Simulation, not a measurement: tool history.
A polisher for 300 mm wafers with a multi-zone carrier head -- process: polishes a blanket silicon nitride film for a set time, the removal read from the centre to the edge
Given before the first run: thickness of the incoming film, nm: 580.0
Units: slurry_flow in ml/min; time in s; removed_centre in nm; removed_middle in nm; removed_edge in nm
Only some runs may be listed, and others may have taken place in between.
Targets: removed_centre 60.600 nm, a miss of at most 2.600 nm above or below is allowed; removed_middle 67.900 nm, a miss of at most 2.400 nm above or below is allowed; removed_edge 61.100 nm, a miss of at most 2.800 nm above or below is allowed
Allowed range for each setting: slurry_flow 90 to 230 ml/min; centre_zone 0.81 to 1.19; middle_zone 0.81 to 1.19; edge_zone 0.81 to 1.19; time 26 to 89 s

run	hour	slurry_flow	centre_zone	middle_zone	edge_zone	time	removed_centre	removed_middle	removed_edge
1	0.0	150	1.00	1.00	1.00	57	123.020	125.920	120.580
2	8.0	145	0.99	1.00	0.98	53	112.000	113.770	112.160
3	13.3	145	0.91	1.00	0.98	53	105.410	115.690	111.860
4	20.8	145	0.91	1.00	0.98	63	129.440	137.480	134.910
5	24.4	140	0.92	1.00	0.96	58	112.810	124.670	119.880
6	26.8	140	0.92	1.00	0.96	63	128.780	136.410	129.950
7	30.5	135	0.93	1.00	0.94	58	114.630	124.510	121.020
8	35.2	95	1.03	1.00	0.84	42	80.523	79.360	77.254
9	41.5	95	1.02	1.01	0.84	40	75.227	77.689	74.506
10	48.1	115	1.01	1.06	0.82	26	51.970	56.887	48.389
11	55.5	115	1.01	1.06	0.85	26	52.738	56.963	49.166
12	62.5	115	1.00	1.06	0.87	27	53.412	57.563	52.791
13	70.7	115	1.00	1.06	0.87	27	54.265	56.993	53.611
14	73.4	120	0.99	1.06	0.88	28	56.506	62.166	55.274
15	79.6	120	0.99	1.06	0.89	28	56.039	61.654	55.206
16	87.7	125	0.99	1.06	0.90	28	56.970	61.367	56.139
17	92.6	130	0.99	1.06	0.91	28	57.692	62.401	55.863
18	93.7	130	0.98	1.06	0.92	28	57.267	62.707	55.145
19	96.2	130	0.97	1.06	0.93	28	57.309	62.292	56.731
20	100.3	135	0.97	1.06	0.94	28	58.079	63.281	58.493
21	103.2	140	0.97	1.06	0.94	28	57.439	62.948	57.314
22	105.2	140	0.97	1.06	0.95	28	58.118	65.088	58.837
23	110.1	150	0.97	1.05	0.96	28	59.104	64.474	58.000
24	117.7	150	0.97	1.05	0.97	28	59.463	64.304	57.977
25	126.5	150	0.97	1.05	0.98	28	59.359	64.210	60.684

Exactly one of the 4 candidate moves below puts every result within its allowed miss. Which one?
A	135.3	190	0.98	1.16	0.85	28	?	?	?
B	135.3	145	0.98	1.04	0.97	28	?	?	?
C	135.3	130	0.99	1.05	1.00	28	?	?	?
D	135.3	205	1.02	1.14	1.07	26	?	?	?

move	removed_centre	removed_middle	removed_edge
A	63.786	73.964	58.479
B	60.214	64.044	60.016
C	58.964	62.954	59.813
D	61.834	68.416	61.076
A: the result that was furthest off in the last run now lies on the other side of its target
B: just as far off the targets as the last run
C: moves away from the targets compared with the last run
D: hits every target within its allowed miss
D meets every target.
